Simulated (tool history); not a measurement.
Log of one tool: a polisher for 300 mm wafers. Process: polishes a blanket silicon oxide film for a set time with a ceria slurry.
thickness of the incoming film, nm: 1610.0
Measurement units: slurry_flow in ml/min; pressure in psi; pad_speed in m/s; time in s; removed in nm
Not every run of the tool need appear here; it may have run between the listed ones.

| run | hour | slurry_flow | pressure | pad_speed | time | removed |
|---|---|---|---|---|---|---|
| 1 | 0.0 | 265 | 2.9 | 1.12 | 122 | 645.72 |
| 2 | 6.8 | 265 | 2.9 | 1.36 | 122 | 724.10 |
| 3 | 14.9 | 265 | 2.6 | 1.34 | 122 | 658.54 |
| 4 | 22.9 | 265 | 2.6 | 1.34 | 122 | 656.78 |
| 5 | 29.1 | 265 | 2.6 | 1.60 | 122 | 748.62 |
| 6 | 37.3 | 265 | 2.3 | 1.56 | 122 | 668.00 |
| 7 | 38.6 | 265 | 2.1 | 1.52 | 122 | 599.71 |
|  | 43.2 | slurry nozzle cleaned |
| 8 | 43.2 | 265 | 1.9 | 1.52 | 122 | 545.35 |
| 9 | 52.0 | 265 | 1.8 | 1.52 | 122 | 520.52 |

Predict the results of run 10:
| 10 | 53.8 | 265 | 1.3 | 1.50 | 122 | ? |

removed: 388.44 nm
